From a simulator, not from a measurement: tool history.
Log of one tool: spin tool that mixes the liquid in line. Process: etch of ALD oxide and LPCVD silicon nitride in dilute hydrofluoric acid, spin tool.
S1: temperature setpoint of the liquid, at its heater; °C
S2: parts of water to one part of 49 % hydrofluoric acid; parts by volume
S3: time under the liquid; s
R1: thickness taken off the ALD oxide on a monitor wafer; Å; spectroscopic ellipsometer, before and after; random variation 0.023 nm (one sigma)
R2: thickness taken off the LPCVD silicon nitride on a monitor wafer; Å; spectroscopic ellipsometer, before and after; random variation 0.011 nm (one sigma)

run 1 hour=0.0 | S1=26.0 S2=55 S3=60 | R1=136.440 R2=6.4805
run 2 hour=8.9 | S1=26.0 S2=40 S3=60 | R1=191.330 R2=9.3430
run 3 hour=17.7 | S1=24.0 S2=50 S3=60 | R1=138.810 R2=6.0211
run 4 hour=24.5 | S1=24.0 S2=50 S3=45 | R1=104.070 R2=4.5509
run 5 hour=26.0 | S1=23.0 S2=55 S3=45 | R1=90.347 R2=3.8250
run 6 hour=31.8 | S1=22.0 S2=60 S3=45 | R1=79.487 R2=3.2567
run 7 hour=40.1 | S1=21.5 S2=65 S3=45 | R1=70.909 R2=3.0360

Forecast run 8:
-- hour=44.5 hydrofluoric acid flow meter replaced
run 8 hour=44.5 | S1=20.5 S2=65 S3=45 | R1=? R2=?

Run 8 gave R1 64.187 Å, R2 2.5918 Å.
